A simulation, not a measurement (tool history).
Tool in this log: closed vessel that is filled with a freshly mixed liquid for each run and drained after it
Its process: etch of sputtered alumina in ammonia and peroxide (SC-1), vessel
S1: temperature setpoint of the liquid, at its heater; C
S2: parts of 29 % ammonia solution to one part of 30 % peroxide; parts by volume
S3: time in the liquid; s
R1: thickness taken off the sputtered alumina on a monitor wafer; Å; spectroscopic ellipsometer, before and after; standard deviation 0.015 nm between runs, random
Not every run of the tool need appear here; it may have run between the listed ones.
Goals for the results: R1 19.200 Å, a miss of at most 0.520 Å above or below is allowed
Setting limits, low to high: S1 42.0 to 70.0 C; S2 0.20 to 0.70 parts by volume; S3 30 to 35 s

run  hour    S1    S2  S3      R1
  1   0.0  58.0  0.40  35  24.871
  2   7.0  58.0  0.40  35  24.921
  3   8.6  51.0  0.40  35  17.004
  4  14.0  51.5  0.40  35  17.502
  5  17.1  52.0  0.40  35  18.235
  6  21.9  55.0  0.40  35  21.107
  7  28.6  54.5  0.40  35  20.350
  8  35.6  54.0  0.40  35  20.087

Exercise: of the 4 proposed moves below, exactly one satisfies all targets within the stated allowed misses. Which move is it?
  A  42.6  58.5  0.25  30   ?
  B  42.6  54.0  0.45  35   ?
  C  42.6  52.0  0.50  35   ?
  D  42.6  56.5  0.35  30   ?

move      R1
   A  20.507
   B  19.956
   C  18.097
   D  19.071
A: misses by more than the last run did
B: closer than the last run, but not yet in spec
C: moves the result that the last run missed by most past its target, out the other side
D: all results land within tolerance of their targets
Correct choice: D, which meets every target
